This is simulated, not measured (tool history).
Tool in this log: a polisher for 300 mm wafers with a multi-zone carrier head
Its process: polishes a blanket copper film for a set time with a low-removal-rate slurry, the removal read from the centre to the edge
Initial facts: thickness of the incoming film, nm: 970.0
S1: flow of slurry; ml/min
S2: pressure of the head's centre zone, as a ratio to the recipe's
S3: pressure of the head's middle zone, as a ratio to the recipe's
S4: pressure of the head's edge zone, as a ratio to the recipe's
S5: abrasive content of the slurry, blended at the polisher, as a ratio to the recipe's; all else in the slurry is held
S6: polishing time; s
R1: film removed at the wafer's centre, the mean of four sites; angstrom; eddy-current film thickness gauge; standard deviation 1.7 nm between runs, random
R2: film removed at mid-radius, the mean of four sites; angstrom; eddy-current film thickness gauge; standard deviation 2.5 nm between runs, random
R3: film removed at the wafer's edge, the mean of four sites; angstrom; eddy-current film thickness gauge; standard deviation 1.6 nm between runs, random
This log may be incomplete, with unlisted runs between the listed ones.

run,hour,S1,S2,S3,S4,S5,S6,R1,R2,R3
1,0,195,1,1,1,1,76,2516.1,2543.6,2510.4
2,2.9,195,0.99,0.99,0.98,0.95,75,2445.2,2438.1,2437.7
3,8.9,195,0.99,1.04,0.98,0.95,75,2422.3,2552.4,2473
4,10,195,0.99,1.03,0.96,0.9,74,2347.9,2419,2357.8
5,14.3,195,0.99,1.03,0.94,0.85,73,2307.9,2387.9,2275.3
6,19.9,195,0.99,1.03,0.94,0.85,58,1815,1888.7,1778.9
7,23.9,195,0.99,1.03,0.94,0.85,58,1839.8,1962.6,1802.8
8,31.7,195,0.99,1.02,0.95,0.85,58,1820.2,1865.8,1807.1

Expected results for the next run?
9,34.1,200,0.99,1.02,0.95,0.85,58,?,?,?

Run 9 gave R1 1804.9 angstrom, R2 1909.6 angstrom, R3 1812.1 angstrom.
